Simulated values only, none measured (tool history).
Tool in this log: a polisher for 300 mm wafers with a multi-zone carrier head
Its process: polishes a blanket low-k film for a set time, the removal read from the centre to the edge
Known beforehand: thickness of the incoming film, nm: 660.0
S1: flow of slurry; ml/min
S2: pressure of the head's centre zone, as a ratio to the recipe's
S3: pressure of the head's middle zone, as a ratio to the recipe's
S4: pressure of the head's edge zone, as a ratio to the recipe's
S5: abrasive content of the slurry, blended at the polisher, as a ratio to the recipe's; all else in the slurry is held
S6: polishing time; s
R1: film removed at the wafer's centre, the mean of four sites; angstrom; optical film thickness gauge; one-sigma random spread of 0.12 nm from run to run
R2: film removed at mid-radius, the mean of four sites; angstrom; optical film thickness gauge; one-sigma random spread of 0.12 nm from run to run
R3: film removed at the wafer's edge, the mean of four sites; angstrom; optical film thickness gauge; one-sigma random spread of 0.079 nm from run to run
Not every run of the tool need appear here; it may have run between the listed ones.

run  hour   S1    S2    S3    S4    S5  S6      R1      R2      R3
  1   0.0  255  1.00  1.00  1.00  1.00  37  151.64  148.78  153.65
  2   1.8  255  1.00  1.00  1.00  1.00  42  171.23  169.98  175.72
  3   3.6  255  1.07  1.00  1.00  1.00  42  186.84  171.64  172.68
  4   4.2  250  1.06  1.02  0.98  0.95  42  179.86  171.82  169.29
  5  13.1  250  1.05  1.03  0.96  0.90  41  167.51  163.15  157.44
  6  20.1  250  1.04  1.04  0.94  0.85  41  162.40  158.97  151.84
  7  21.2  245  1.03  1.05  0.92  0.80  41  155.18  157.21  144.81
  8  24.5  240  1.02  1.05  0.90  0.80  41  153.22  155.23  144.85
  9  31.8  240  1.01  1.06  0.89  0.75  41  146.09  149.48  139.41
 10  37.8  210  0.95  1.14  0.81  0.60  41  118.99  138.52  117.02

Run 11 has not been measured yet. What should we expect?
 11  44.6  215  0.95  1.14  0.81  0.60  41   ?   ?   ?

R1: 120.02 angstrom
R2: 138.65 angstrom
R3: 116.58 angstrom
